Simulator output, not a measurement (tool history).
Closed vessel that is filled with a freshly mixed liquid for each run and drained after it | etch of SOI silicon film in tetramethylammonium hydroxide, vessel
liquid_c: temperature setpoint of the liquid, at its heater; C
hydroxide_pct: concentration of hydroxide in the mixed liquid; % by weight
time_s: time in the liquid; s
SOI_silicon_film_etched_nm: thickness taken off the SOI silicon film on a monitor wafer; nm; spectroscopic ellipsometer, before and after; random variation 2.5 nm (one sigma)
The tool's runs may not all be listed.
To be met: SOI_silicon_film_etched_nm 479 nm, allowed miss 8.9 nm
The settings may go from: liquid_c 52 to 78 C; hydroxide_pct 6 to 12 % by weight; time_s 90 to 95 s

run,hour,liquid_c,hydroxide_pct,time_s,SOI_silicon_film_etched_nm
1,0,65,8,90,525.49
2,6.7,65,8,95,551.4
3,14.3,65,6.5,95,588.89
4,22,65,6.5,95,589.19
5,27.9,64,6.5,95,550.87
6,31.3,63.5,6.5,95,537.33
7,40,63,6.5,95,520.78
8,48.4,62.5,6.5,95,507.58
9,49.9,62,6.5,95,493.68

4 next moves are on the table. One of them brings every result within its allowed miss. Which?
A,51.4,62,6.5,90,?
B,51.4,62,6,95,?
C,51.4,61,6.5,95,?
D,51.4,61.5,6.5,95,?

move,SOI_silicon_film_etched_nm
A,468.48
B,503.59
C,464.91
D,479.5
A: takes the result that was furthest off past its target
B: further off than the last run
C: takes the result that was furthest off past its target
D: meets every target
Move D is the one to make.

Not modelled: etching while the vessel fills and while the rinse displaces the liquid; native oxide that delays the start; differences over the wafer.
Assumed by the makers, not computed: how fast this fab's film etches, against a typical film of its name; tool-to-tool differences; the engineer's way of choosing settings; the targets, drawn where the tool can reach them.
